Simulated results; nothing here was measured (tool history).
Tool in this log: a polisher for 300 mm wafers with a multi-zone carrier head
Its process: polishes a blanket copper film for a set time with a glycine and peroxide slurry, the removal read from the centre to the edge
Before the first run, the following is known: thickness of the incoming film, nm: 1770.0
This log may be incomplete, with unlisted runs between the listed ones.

run    day  flow of slurry (ml/min)  pressure of the head's centre zone  pressure of the head's middle zone  pressure of the head's edge zone  polishing time (s)  film removed at the wafer's centre (nm)  film removed at mid-radius (nm)  film removed at the wafer's edge (nm)
  1      0                      140                                   1                                   1                                 1                  51                                   204.08                           214.62                                 207.12
  2  0.096                      140                                   1                                   1                              1.07                  51                                   208.67                           213.49                                 215.68
  3  0.325                      140                                   1                                   1                              1.07                  43                                   173.59                           178.72                                 183.45
  4  0.475                      105                                   1                                   1                              1.07                  43                                   157.68                           165.36                                 174.21
  5  0.625                      105                                   1                                0.98                              1.05                  40                                    146.3                           151.88                                  160.6
  6  0.708                      125                                   1                                0.98                              1.05                  40                                   156.19                           158.22                                 165.42
  7  0.775                       90                                0.93                                0.88                              0.96                  26                                   85.088                           86.362                                 97.301
  8  0.883                       95                                0.93                                0.88                              0.97                  26                                   86.893                           87.071                                 97.012

Expected results for the next run?
  9  1.175                      100                                0.93                                0.88                              0.99                  26                                        ?                                ?                                      ?

Logged for run 9: film removed at the wafer's centre (nm) 89.603, film removed at mid-radius (nm) 90.334, film removed at the wafer's edge (nm) 99.826.

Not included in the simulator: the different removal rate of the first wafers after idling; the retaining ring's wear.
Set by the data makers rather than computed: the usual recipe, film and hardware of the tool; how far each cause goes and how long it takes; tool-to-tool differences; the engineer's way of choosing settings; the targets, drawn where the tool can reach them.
